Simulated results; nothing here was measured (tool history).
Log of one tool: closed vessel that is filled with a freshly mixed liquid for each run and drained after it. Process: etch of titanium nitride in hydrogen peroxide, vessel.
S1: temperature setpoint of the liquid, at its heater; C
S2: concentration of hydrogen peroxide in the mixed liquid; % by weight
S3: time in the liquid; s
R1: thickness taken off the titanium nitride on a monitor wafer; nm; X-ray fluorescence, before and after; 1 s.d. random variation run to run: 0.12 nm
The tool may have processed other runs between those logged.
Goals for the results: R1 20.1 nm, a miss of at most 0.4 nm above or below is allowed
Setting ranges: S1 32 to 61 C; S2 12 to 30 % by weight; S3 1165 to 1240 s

run,hour,S1,S2,S3,R1
1,0,45,21,1165,53.721
2,8.4,41.5,20.5,1165,41.439
3,13.9,39,20,1165,33.637
4,18.1,35.5,20,1165,25.703
5,25.4,38.5,20,1165,32.275
6,27.5,38.5,20,1240,34.633
7,28.2,36.5,19.5,1240,29.442
# hour 29.6: peroxide flow meter replaced
8,29.6,35.5,19,1240,27.466
9,36.5,34.5,18.5,1240,24.997
10,44.2,34,18,1240,24.299
11,50.8,33.5,17.5,1240,23.167
12,59.2,33,17,1240,22.101
13,60.9,32.5,16.5,1240,21.022

Exactly one of the 5 candidate moves below puts every result within its allowed miss. Which one?
A,62.6,33,17.5,1240,?
B,62.6,33.5,12,1240,?
C,62.6,32,19.5,1185,?
D,62.6,33,19,1240,?
E,62.6,33,20.5,1185,?

move,R1
A,22.172
B,21.321
C,20.001
D,22.564
E,21.916
A: the biggest miss grows against the last run
B: the biggest miss grows against the last run
C: every result within its allowed miss
D: the biggest miss grows against the last run
E: the biggest miss grows against the last run
The right move is C.

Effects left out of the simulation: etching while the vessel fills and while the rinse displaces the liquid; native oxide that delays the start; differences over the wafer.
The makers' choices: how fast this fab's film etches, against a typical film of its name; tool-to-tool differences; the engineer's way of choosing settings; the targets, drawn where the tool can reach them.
